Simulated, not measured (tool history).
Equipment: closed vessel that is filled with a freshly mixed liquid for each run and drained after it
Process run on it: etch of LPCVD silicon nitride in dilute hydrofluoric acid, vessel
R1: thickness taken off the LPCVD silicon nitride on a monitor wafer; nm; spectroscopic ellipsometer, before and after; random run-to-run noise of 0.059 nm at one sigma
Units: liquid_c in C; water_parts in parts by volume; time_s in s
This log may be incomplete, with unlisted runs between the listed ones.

Run 1, hour 0: liquid_c 22 C, water_parts 55 parts by volume, time_s 2645 s. Result: R1 21.006 nm.
Run 2, hour 5: liquid_c 20.5 C, water_parts 60 parts by volume, time_s 2645 s. Result: R1 17.367 nm.
Run 3, hour 12.2: liquid_c 19.5 C, water_parts 65 parts by volume, time_s 2645 s. Result: R1 15.051 nm.
Run 4, hour 14.7: liquid_c 21.5 C, water_parts 65 parts by volume, time_s 2645 s. Result: R1 17.322 nm.
Run 5, hour 19.1: liquid_c 20 C, water_parts 65 parts by volume, time_s 2645 s. Result: R1 15.65 nm.
Run 6, hour 27.7: liquid_c 19 C, water_parts 65 parts by volume, time_s 2645 s. Result: R1 14.569 nm.
Run 7, hour 37.3: liquid_c 19 C, water_parts 65 parts by volume, time_s 2645 s. Result: R1 14.539 nm.
Run 8, hour 43.1: liquid_c 18.5 C, water_parts 65 parts by volume, time_s 2645 s. Result: R1 14.064 nm.
Run 9, hour 50.6: liquid_c 18 C, water_parts 65 parts by volume, time_s 2645 s. Result: R1 13.423 nm.

Run 10 comes next. What will it give?
Run 10, hour 55.4: liquid_c 17.5 C, water_parts 65 parts by volume, time_s 2645 s. Result: R1 ?.

For run 10 the tool returned R1 13.231 nm.
